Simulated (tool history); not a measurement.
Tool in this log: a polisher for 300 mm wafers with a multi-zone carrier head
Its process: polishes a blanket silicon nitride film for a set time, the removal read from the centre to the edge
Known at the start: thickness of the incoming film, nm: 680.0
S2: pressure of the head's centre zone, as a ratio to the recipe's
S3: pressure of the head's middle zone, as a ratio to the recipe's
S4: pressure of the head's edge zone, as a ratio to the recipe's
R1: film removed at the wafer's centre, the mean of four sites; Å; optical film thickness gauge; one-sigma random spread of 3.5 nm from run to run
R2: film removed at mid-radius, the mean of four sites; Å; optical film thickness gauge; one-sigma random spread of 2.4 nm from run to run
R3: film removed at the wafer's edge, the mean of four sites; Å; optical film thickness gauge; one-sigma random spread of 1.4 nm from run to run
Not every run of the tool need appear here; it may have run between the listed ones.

Run 1, day 0.000: flow of slurry (ml/min) 250, S2 1.00, S3 1.00, S4 1.00, polishing time (s) 74. Result: R1 1948.4 Å, R2 1907.8 Å, R3 1871.1 Å.
Run 2, day 0.096: flow of slurry (ml/min) 255, S2 1.01, S3 1.01, S4 1.01, polishing time (s) 75. Result: R1 2004.7 Å, R2 1975.5 Å, R3 1900.8 Å.
Run 3, day 0.308: flow of slurry (ml/min) 255, S2 1.01, S3 1.01, S4 0.93, polishing time (s) 75. Result: R1 1979.7 Å, R2 1959.7 Å, R3 1831.4 Å.
Run 4, day 0.346: flow of slurry (ml/min) 255, S2 1.06, S3 1.01, S4 0.93, polishing time (s) 75. Result: R1 2052.8 Å, R2 1957.4 Å, R3 1816.8 Å.
Run 5, day 0.467: flow of slurry (ml/min) 300, S2 1.06, S3 1.01, S4 0.93, polishing time (s) 75. Result: R1 2009.7 Å, R2 1977.5 Å, R3 1840.2 Å.
Run 6, day 0.496: flow of slurry (ml/min) 300, S2 1.06, S3 1.01, S4 0.86, polishing time (s) 75. Result: R1 2138.0 Å, R2 2018.5 Å, R3 1791.9 Å.

Estimate the outcome of run 7 from the log above:
Run 7, day 0.700: flow of slurry (ml/min) 300, S2 1.06, S3 1.01, S4 0.87, polishing time (s) 76. Result: R1 ?, R2 ?, R3 ?.

For run 7 the tool returned R1 2097.5 Å, R2 2015.5 Å, R3 1833.7 Å.
